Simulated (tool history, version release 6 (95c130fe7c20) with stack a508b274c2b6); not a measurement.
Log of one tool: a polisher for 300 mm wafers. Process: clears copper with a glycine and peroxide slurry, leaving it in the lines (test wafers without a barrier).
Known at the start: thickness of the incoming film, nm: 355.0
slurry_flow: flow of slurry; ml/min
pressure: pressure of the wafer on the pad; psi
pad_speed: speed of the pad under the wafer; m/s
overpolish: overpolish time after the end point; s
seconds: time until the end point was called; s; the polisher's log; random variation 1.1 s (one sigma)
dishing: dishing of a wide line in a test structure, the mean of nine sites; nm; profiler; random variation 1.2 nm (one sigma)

run  hour  slurry_flow  pressure  pad_speed  overpolish  seconds  dishing
  1     0          275       2.7       0.82          30   87.404   76.961
  2   1.8          275       2.7       0.68          30   101.77   67.661
  3   5.1          275       2.9        0.7          29   98.631   71.213
  4   9.1          275       2.9        0.7          41   94.507   91.536
  5  10.1          275       3.1       0.74          38   88.833   91.695
  6  17.6          275       3.6       0.74          38    76.08   99.381
  7  23.3          275       3.7       0.76          36   76.861    98.29
  8  31.8          275       3.8       0.78          34   72.952   100.01

The next listed run, before its measurement:
  9  35.8          275       3.8        0.8          31        ?        ?

seconds: 71.643 s
dishing: 93.229 nm
